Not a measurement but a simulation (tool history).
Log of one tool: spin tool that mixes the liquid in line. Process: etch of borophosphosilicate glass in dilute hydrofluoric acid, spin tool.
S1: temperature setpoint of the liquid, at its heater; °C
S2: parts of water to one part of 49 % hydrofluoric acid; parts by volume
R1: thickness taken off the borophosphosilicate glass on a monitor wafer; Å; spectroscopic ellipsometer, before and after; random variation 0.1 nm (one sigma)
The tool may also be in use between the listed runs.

Run 1, hour 0.0: S1 26.0 °C, S2 255 parts by volume, time under the liquid (s) 95. Result: R1 276.35 Å.
Run 2, hour 8.6: S1 26.0 °C, S2 255 parts by volume, time under the liquid (s) 75. Result: R1 216.35 Å.
Run 3, hour 10.3: S1 26.0 °C, S2 255 parts by volume, time under the liquid (s) 75. Result: R1 220.40 Å.
Run 4, hour 17.3: S1 24.0 °C, S2 265 parts by volume, time under the liquid (s) 75. Result: R1 193.22 Å.
Run 5, hour 19.2: S1 27.5 °C, S2 265 parts by volume, time under the liquid (s) 75. Result: R1 221.18 Å.
Run 6, hour 24.6: S1 31.0 °C, S2 265 parts by volume, time under the liquid (s) 75. Result: R1 246.25 Å.
Run 7, hour 25.9: S1 27.0 °C, S2 320 parts by volume, time under the liquid (s) 75. Result: R1 167.50 Å.
Run 8, hour 30.6: S1 25.5 °C, S2 320 parts by volume, time under the liquid (s) 75. Result: R1 161.90 Å.
Run 9, hour 39.4: S1 24.0 °C, S2 320 parts by volume, time under the liquid (s) 75. Result: R1 152.19 Å.

The next listed run, before its measurement:
Run 10, hour 40.6: S1 23.0 °C, S2 320 parts by volume, time under the liquid (s) 75. Result: R1 ?.

{"run 10": {"R1": 147.04}}
